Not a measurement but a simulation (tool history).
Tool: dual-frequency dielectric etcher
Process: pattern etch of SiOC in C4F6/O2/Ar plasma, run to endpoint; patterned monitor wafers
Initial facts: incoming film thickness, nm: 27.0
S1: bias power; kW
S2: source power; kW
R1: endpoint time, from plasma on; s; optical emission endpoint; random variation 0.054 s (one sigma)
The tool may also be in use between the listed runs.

| run | hour | S1 | S2 | R1 |
|---|---|---|---|---|
| 1 | 0.0 | 0.427 | 0.440 | 9.9051 |
| 2 | 8.1 | 0.427 | 0.400 | 10.1630 |
| 3 | 10.2 | 0.404 | 0.390 | 10.4980 |
| 4 | 16.0 | 0.337 | 0.390 | 11.2450 |
| 5 | 17.6 | 0.337 | 0.460 | 10.5700 |
| 6 | 20.1 | 0.325 | 0.450 | 10.7740 |
| 7 | 21.2 | 0.315 | 0.440 | 11.0030 |
| 8 | 30.0 | 0.307 | 0.430 | 11.0610 |
| 9 | 38.4 | 0.300 | 0.420 | 11.3350 |
| 10 | 40.4 | 0.294 | 0.420 | 11.3630 |
|  | 44.6 | source power generator calibrated |
| 11 | 44.6 | 0.289 | 0.420 | 11.3750 |
| 12 | 51.6 | 0.284 | 0.410 | 11.5460 |

Run 13 is up next; what results do you expect?
| 13 | 53.0 | 0.280 | 0.410 | ? |

Run 13 came out at R1 11.4820 s.
